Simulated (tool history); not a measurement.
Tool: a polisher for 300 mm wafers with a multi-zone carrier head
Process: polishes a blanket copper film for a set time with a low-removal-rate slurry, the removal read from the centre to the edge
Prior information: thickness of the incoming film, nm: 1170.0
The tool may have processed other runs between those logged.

run    day  flow of slurry (ml/min)  pressure of the head's centre zone  pressure of the head's middle zone  pressure of the head's edge zone  abrasive content of the slurry  polishing time (s)  film removed at the wafer's centre (angstrom)  film removed at mid-radius (angstrom)  film removed at the wafer's edge (angstrom)
  1      0                      135                                   1                                   1                                 1                               1                  31                                         1209.4                                 1182.6                                       1178.5
  2  0.325                      135                                   1                                   1                                 1                             0.8                  31                                         1146.2                                 1121.7                                       1127.9
  3  0.675                      135                                   1                                   1                              1.03                             0.8                  31                                         1145.3                                 1132.7                                       1153.4
  4  0.917                      135                                   1                                   1                              1.03                            0.75                  31                                         1142.8                                 1124.6                                       1124.7
  5  1.283                      135                                   1                                   1                              1.03                             0.6                  31                                         1076.2                                 1065.9                                       1080.2
  6  1.421                      110                                   1                                   1                              1.03                             0.6                  31                                         1054.7                                 1020.7                                       1050.5
  7  1.633                      110                                   1                                   1                              1.03                             0.6                  31                                         1050.8                                 1043.4                                       1050.6
  8  1.846                      120                                1.01                                1.01                              1.05                            0.65                  31                                         1083.7                                 1075.5                                       1093.7
  9  1.967                      125                                1.02                                1.02                              1.07                             0.7                  31                                         1131.8                                 1106.6                                       1136.7
 10  2.246                      130                                1.03                                1.03                              1.08                             0.7                  31                                           1171                                   1126                                       1129.4
 11  2.404                      135                                1.03                                1.03                              1.09                            0.75                  31                                         1168.8                                 1164.3                                       1152.2
 12  2.579                      140                                1.03                                1.03                               1.1                             0.8                  31                                           1204                                 1182.4                                       1199.3
 13  2.679                      140                                1.03                                1.03                               1.1                             0.8                  31                                         1220.8                                 1169.1                                       1174.5

The next listed run, before its measurement:
 14  2.817                      145                                1.02                                1.03                              1.11                            0.85                  31                                              ?                                      ?                                            ?

{"run 14": {"film removed at the wafer's centre (angstrom)": 1210.8, "film removed at mid-radius (angstrom)": 1199.5, "film removed at the wafer's edge (angstrom)": 1229.8}}
